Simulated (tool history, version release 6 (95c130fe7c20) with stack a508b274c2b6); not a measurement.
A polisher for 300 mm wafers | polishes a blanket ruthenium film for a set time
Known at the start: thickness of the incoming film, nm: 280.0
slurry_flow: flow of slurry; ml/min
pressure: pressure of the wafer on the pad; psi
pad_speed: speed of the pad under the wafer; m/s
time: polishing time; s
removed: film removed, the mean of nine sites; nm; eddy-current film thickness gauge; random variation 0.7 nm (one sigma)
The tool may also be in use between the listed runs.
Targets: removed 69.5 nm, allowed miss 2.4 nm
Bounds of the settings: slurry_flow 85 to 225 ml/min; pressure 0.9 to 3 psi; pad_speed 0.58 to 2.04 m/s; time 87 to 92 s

run 1 day=0 | slurry_flow=145 pressure=1.9 pad_speed=1.3 time=87 | removed=99.996
run 2 day=0.154 | slurry_flow=110 pressure=1.9 pad_speed=1.3 time=87 | removed=95.701
run 3 day=0.321 | slurry_flow=145 pressure=1.9 pad_speed=1.3 time=87 | removed=98.726
run 4 day=0.371 | slurry_flow=145 pressure=2.2 pad_speed=1.3 time=87 | removed=116.34
run 5 day=0.712 | slurry_flow=145 pressure=2 pad_speed=1.3 time=87 | removed=105.15
run 6 day=1.033 | slurry_flow=140 pressure=1.8 pad_speed=1.3 time=87 | removed=92.168
run 7 day=1.346 | slurry_flow=140 pressure=1.7 pad_speed=1.3 time=87 | removed=88.596
run 8 day=1.508 | slurry_flow=140 pressure=1.6 pad_speed=1.3 time=87 | removed=83.485
run 9 day=1.696 | slurry_flow=140 pressure=1.5 pad_speed=1.3 time=87 | removed=78.673
run 10 day=1.967 | slurry_flow=140 pressure=1.5 pad_speed=1.3 time=87 | removed=79.179

Which of these 4 next moves meets every target?
run A day=2.238 | slurry_flow=115 pressure=1.4 pad_speed=1.52 time=92 | removed=?
run B day=2.238 | slurry_flow=145 pressure=1.4 pad_speed=1.52 time=92 | removed=?
run C day=2.238 | slurry_flow=190 pressure=1.5 pad_speed=1.46 time=92 | removed=?
run D day=2.238 | slurry_flow=140 pressure=1.3 pad_speed=1.3 time=87 | removed=?

move=A removed=87.457
move=B removed=90.507
move=C removed=96.333
move=D removed=68.141
A: further off than the last run
B: further off than the last run
C: further off than the last run
D: meets every target
Answer: D
